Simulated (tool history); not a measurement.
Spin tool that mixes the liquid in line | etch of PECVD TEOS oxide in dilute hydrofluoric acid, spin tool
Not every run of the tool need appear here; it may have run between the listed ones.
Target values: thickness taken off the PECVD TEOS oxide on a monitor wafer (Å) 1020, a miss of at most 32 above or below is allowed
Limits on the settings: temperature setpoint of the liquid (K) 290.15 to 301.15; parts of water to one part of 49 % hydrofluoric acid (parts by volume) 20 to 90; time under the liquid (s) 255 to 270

run,hour,temperature setpoint of the liquid (K),parts of water to one part of 49 % hydrofluoric acid (parts by volume),time under the liquid (s),thickness taken off the PECVD TEOS oxide on a monitor wafer (Å)
1,0,293.15,50,255,488.14
2,8.6,295.65,50,255,540.34
3,10.3,292.65,50,255,473.47
4,15,292.65,40,255,602.05
5,19.9,294.65,40,255,651.37
6,22.8,296.15,40,255,695.48
7,27.7,297.15,40,255,732.23
8,35.7,297.15,40,255,743.58
9,38.7,298.15,40,255,760.93
10,43.4,298.65,40,255,762.04
11,50,301.15,30,255,1179.8
12,52.2,301.15,30,255,1180.6
13,53.3,301.15,30,255,1157.8
14,55.7,300.65,30,255,1140.2

Next run, 4 choices. One meets every target within its allowed miss, the rest don't. Which?
A,58.1,298.15,30,255,?
B,58.1,299.65,35,255,?
C,58.1,295.15,30,270,?
D,58.1,300.15,35,255,?

move,thickness taken off the PECVD TEOS oxide on a monitor wafer (Å)
A,1034.4
B,937.84
C,963.59
D,957.49
A: meets every target
B: takes the result that was furthest off past its target
C: takes the result that was furthest off past its target
D: takes the result that was furthest off past its target
Go with A: it meets all targets.

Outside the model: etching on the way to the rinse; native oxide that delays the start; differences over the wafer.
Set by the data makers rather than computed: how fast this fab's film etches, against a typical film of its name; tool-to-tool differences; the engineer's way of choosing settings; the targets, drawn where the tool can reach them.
